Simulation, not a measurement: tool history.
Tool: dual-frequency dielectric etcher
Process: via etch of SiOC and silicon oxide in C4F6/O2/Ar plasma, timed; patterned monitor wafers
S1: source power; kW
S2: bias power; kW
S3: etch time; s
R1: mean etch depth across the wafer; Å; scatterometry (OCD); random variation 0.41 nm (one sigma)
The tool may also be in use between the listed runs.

run,hour,S1,S2,S3,R1
1,0.0,0.440,0.213,63.5,757.17
2,8.9,0.500,0.213,63.5,795.96
3,9.9,0.470,0.206,63.5,771.74
4,17.4,0.440,0.199,63.5,748.27
5,22.9,0.440,0.199,66.5,769.68
6,31.6,0.420,0.194,66.5,751.00
7,35.2,0.420,0.194,66.5,751.96
8,43.6,0.400,0.190,66.5,727.86
9,46.4,0.380,0.188,66.5,727.80

What does the tool deliver on the next run?
10,48.5,0.370,0.182,66.5,?

Run 10 produced R1 711.03 Å.
